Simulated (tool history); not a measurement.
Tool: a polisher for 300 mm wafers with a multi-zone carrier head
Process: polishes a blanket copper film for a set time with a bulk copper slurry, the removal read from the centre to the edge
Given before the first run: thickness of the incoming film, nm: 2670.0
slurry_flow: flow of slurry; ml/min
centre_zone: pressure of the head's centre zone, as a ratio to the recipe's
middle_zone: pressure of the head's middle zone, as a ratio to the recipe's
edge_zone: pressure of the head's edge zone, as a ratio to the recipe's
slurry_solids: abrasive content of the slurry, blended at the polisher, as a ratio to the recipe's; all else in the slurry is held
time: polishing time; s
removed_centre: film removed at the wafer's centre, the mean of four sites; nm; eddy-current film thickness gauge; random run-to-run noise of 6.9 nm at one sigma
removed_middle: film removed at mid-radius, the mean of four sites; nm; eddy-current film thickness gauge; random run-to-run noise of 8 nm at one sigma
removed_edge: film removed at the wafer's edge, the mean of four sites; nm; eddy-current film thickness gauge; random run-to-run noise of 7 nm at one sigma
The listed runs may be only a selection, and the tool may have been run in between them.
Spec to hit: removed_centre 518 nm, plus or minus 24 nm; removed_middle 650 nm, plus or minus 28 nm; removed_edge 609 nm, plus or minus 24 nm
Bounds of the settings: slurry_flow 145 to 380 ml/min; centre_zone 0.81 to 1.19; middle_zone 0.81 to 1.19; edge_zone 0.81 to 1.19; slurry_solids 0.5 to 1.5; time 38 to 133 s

| run | hour | slurry_flow | centre_zone | middle_zone | edge_zone | slurry_solids | time | removed_centre | removed_middle | removed_edge |
|---|---|---|---|---|---|---|---|---|---|---|
| 1 | 0 | 245 | 1 | 1 | 1 | 1 | 85 | 657.03 | 663.97 | 651.92 |
| 2 | 8 | 240 | 0.97 | 1.01 | 0.99 | 0.95 | 85 | 622.75 | 663.58 | 641.95 |
| 3 | 11 | 235 | 0.95 | 1.01 | 0.98 | 0.95 | 85 | 611.53 | 665.2 | 642.91 |
| 4 | 14.4 | 235 | 0.93 | 1.01 | 0.97 | 0.9 | 85 | 595.12 | 651.2 | 632.5 |
| 5 | 18.6 | 235 | 0.93 | 1.01 | 0.97 | 0.9 | 74 | 525.3 | 567.02 | 532.09 |
| 6 | 22.5 | 235 | 1.01 | 1.01 | 0.97 | 0.9 | 74 | 564.99 | 575.77 | 545.72 |
| 7 | 30.5 | 230 | 0.98 | 1.03 | 1 | 0.95 | 75 | 546.51 | 597.44 | 568.77 |
| 8 | 33.8 | 230 | 0.98 | 1.04 | 1.01 | 0.95 | 75 | 551.35 | 588.35 | 577.1 |
| 9 | 42.7 | 230 | 0.97 | 1.06 | 1.01 | 0.95 | 75 | 543.45 | 597.84 | 571.77 |
| 10 | 45.7 | 225 | 0.96 | 1.08 | 1.02 | 1 | 75 | 552.66 | 607.81 | 574.82 |
| 11 | 51 | 225 | 0.94 | 1.1 | 1.03 | 1 | 76 | 549.22 | 646.2 | 576.7 |

Of the 4 settings listed for the next run, only one would bring every result within its allowed miss of target. Which one?
| A | 56.3 | 200 | 0.95 | 1.08 | 0.99 | 1 | 81 | ? | ? | ? |
| B | 56.3 | 145 | 0.94 | 0.94 | 1.11 | 0.8 | 87 | ? | ? | ? |
| C | 56.3 | 170 | 0.91 | 1.16 | 1.16 | 1 | 77 | ? | ? | ? |
| D | 56.3 | 230 | 0.93 | 1.08 | 1.01 | 0.95 | 80 | ? | ? | ? |

| move | removed_centre | removed_middle | removed_edge |
|---|---|---|---|
| A | 572.22 | 661.48 | 615.11 |
| B | 565.62 | 590.09 | 659.04 |
| C | 513.07 | 659.23 | 625.64 |
| D | 555.14 | 654.86 | 613.03 |
A: the worst result of the last run now meets its target, but another is out of spec
B: takes the result that was furthest off past its target
C: all results land within tolerance of their targets
D: the worst result of the last run now meets its target, but another is out of spec
So the answer is move C, the one that meets all the targets.
